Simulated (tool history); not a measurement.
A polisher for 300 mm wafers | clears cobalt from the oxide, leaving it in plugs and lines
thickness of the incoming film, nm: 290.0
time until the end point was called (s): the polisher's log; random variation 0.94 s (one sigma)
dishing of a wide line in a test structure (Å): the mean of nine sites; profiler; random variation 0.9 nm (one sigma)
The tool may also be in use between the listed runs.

run,hour,flow of slurry (ml/min),pressure of the wafer on the pad (psi),speed of the pad under the wafer (cm/s),overpolish time after the end point (s),time until the end point was called (s),dishing of a wide line in a test structure (Å)
1,0,205,2.1,104,19,54.683,671.65
2,5.9,205,1.9,104,20,60.864,653.97
3,13.8,205,1.5,104,20,76.948,570.92
4,14.6,230,1.5,104,20,74.611,587.8
5,16,225,1.5,104,20,74.465,584.2
6,21.5,225,1.8,104,20,63.391,636.98
7,25.1,220,1.7,104,20,66.289,611.61
8,30.3,205,1.6,104,20,71.014,597.93

Forecast run 9:
9,36.5,205,1.5,104,20,?,?

Run 9 gave time until the end point was called (s) 74.821, dishing of a wide line in a test structure (Å) 562.05.
